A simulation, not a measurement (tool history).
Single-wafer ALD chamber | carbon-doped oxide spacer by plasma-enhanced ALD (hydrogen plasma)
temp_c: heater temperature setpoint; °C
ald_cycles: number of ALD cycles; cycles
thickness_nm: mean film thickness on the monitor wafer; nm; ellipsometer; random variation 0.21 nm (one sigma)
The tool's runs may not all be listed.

run 1 hour=0 | temp_c=410 ald_cycles=648 | thickness_nm=32.242
run 2 hour=3.6 | temp_c=410 ald_cycles=570 | thickness_nm=28.42
run 3 hour=12.9 | temp_c=410 ald_cycles=535 | thickness_nm=26.958
run 4 hour=22.2 | temp_c=403 ald_cycles=535 | thickness_nm=27.477
run 5 hour=24 | temp_c=413 ald_cycles=535 | thickness_nm=26.447
run 6 hour=33.6 | temp_c=411 ald_cycles=551 | thickness_nm=27.37
run 7 hour=38.9 | temp_c=409 ald_cycles=566 | thickness_nm=28.479

Forecast run 8:
run 8 hour=43 | temp_c=407 ald_cycles=578 | thickness_nm=?

{"run 8": {"thickness_nm": 29.27}}
